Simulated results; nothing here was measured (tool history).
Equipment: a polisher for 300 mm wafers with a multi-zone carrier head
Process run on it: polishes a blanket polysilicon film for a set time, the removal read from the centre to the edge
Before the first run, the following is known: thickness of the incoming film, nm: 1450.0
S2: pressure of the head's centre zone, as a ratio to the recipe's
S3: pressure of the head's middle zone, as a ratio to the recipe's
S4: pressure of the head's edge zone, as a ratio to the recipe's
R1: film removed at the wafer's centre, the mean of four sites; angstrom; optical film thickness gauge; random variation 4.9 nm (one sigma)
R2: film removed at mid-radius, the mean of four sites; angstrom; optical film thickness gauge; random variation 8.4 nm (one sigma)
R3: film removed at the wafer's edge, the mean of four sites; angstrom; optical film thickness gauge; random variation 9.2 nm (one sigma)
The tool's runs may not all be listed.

Run 1, hour 0.0: flow of slurry (ml/min) 250, S2 1.00, S3 1.00, S4 1.00, polishing time (s) 74. Result: R1 5546.1 angstrom, R2 5534.0 angstrom, R3 5643.8 angstrom.
Run 2, hour 8.4: flow of slurry (ml/min) 255, S2 1.01, S3 1.02, S4 1.03, polishing time (s) 77. Result: R1 5867.0 angstrom, R2 5753.2 angstrom, R3 5930.7 angstrom.
Run 3, hour 14.6: flow of slurry (ml/min) 260, S2 1.00, S3 1.04, S4 1.05, polishing time (s) 81. Result: R1 6079.4 angstrom, R2 6335.2 angstrom, R3 6226.9 angstrom.
Run 4, hour 21.1: flow of slurry (ml/min) 260, S2 1.00, S3 1.11, S4 1.05, polishing time (s) 81. Result: R1 6070.7 angstrom, R2 6527.4 angstrom, R3 6170.4 angstrom.
Run 5, hour 24.7: flow of slurry (ml/min) 260, S2 1.00, S3 1.05, S4 1.05, polishing time (s) 81. Result: R1 6168.2 angstrom, R2 6329.9 angstrom, R3 6209.5 angstrom.
Run 6, hour 29.2: flow of slurry (ml/min) 260, S2 1.00, S3 1.05, S4 1.05, polishing time (s) 66. Result: R1 4980.7 angstrom, R2 5148.1 angstrom, R3 5021.4 angstrom.

Run 7, settings as shown, results not yet in. Your forecast:
Run 7, hour 35.9: flow of slurry (ml/min) 250, S2 1.00, S3 1.05, S4 1.05, polishing time (s) 72. Result: R1 ?, R2 ?, R3 ?.

R1: 5397.0 angstrom
R2: 5489.4 angstrom
R3: 5431.6 angstrom

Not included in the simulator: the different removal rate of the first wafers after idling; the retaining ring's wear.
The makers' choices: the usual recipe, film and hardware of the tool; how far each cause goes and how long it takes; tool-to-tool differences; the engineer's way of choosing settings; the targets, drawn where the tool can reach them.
